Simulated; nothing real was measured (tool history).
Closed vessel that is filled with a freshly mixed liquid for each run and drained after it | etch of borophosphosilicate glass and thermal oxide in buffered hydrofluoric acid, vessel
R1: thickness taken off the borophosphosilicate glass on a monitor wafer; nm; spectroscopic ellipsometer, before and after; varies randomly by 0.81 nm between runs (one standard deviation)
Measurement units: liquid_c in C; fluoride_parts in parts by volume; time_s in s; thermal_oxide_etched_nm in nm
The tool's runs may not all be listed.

Run 1, hour 0: liquid_c 23 C, fluoride_parts 23 parts by volume, time_s 60 s. Result: R1 43.757 nm, thermal_oxide_etched_nm 30.622 nm.
Run 2, hour 1.2: liquid_c 25.5 C, fluoride_parts 20 parts by volume, time_s 60 s. Result: R1 55.435 nm, thermal_oxide_etched_nm 38.649 nm.
Run 3, hour 6.1: liquid_c 27 C, fluoride_parts 18 parts by volume, time_s 60 s. Result: R1 65.888 nm, thermal_oxide_etched_nm 46.888 nm.
Run 4, hour 7.2: liquid_c 28 C, fluoride_parts 17.5 parts by volume, time_s 60 s. Result: R1 71.966 nm, thermal_oxide_etched_nm 50.586 nm.
Run 5, hour 9.2: liquid_c 29 C, fluoride_parts 17 parts by volume, time_s 60 s. Result: R1 78.45 nm, thermal_oxide_etched_nm 54.832 nm.
Run 6, hour 13.3: liquid_c 29.5 C, fluoride_parts 17 parts by volume, time_s 60 s. Result: R1 80.589 nm, thermal_oxide_etched_nm 56.487 nm.
Run 7, hour 20: liquid_c 30 C, fluoride_parts 17 parts by volume, time_s 60 s. Result: R1 80.96 nm, thermal_oxide_etched_nm 57.594 nm.

Predict the results of run 8:
Run 8, hour 23.8: liquid_c 30 C, fluoride_parts 16.5 parts by volume, time_s 60 s. Result: R1 ?, thermal_oxide_etched_nm ?.

{"run 8": {"R1": 84.249, "thermal_oxide_etched_nm": 59.189}}
